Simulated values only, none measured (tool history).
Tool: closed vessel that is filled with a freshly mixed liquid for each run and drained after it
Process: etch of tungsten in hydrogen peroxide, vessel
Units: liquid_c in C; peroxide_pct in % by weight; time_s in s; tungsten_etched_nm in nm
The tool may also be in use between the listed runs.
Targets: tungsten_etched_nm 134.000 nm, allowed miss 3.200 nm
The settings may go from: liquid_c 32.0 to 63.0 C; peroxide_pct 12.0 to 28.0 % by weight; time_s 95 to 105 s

run 1 hour=0.0 | liquid_c=47.0 peroxide_pct=19.0 time_s=95 | tungsten_etched_nm=97.157
run 2 hour=5.4 | liquid_c=48.0 peroxide_pct=19.0 time_s=95 | tungsten_etched_nm=102.990
run 3 hour=11.0 | liquid_c=48.0 peroxide_pct=19.0 time_s=95 | tungsten_etched_nm=103.350
run 4 hour=16.9 | liquid_c=48.0 peroxide_pct=19.0 time_s=95 | tungsten_etched_nm=102.330
run 5 hour=25.0 | liquid_c=49.0 peroxide_pct=19.0 time_s=95 | tungsten_etched_nm=109.280
run 6 hour=30.1 | liquid_c=49.5 peroxide_pct=19.0 time_s=95 | tungsten_etched_nm=112.170
run 7 hour=36.6 | liquid_c=50.0 peroxide_pct=19.0 time_s=95 | tungsten_etched_nm=115.760
run 8 hour=42.0 | liquid_c=53.0 peroxide_pct=19.0 time_s=95 | tungsten_etched_nm=139.040

Which of these 4 next moves meets every target?
run A hour=47.4 | liquid_c=54.0 peroxide_pct=17.5 time_s=95 | tungsten_etched_nm=?
run B hour=47.4 | liquid_c=53.0 peroxide_pct=16.0 time_s=95 | tungsten_etched_nm=?
run C hour=47.4 | liquid_c=51.0 peroxide_pct=18.0 time_s=105 | tungsten_etched_nm=?
run D hour=47.4 | liquid_c=50.5 peroxide_pct=25.0 time_s=100 | tungsten_etched_nm=?

move=A tungsten_etched_nm=140.900
move=B tungsten_etched_nm=126.900
move=C tungsten_etched_nm=131.850
move=D tungsten_etched_nm=143.550
A: further off than the last run
B: takes the result that was furthest off past its target
C: meets every target
D: further off than the last run
Answer: C

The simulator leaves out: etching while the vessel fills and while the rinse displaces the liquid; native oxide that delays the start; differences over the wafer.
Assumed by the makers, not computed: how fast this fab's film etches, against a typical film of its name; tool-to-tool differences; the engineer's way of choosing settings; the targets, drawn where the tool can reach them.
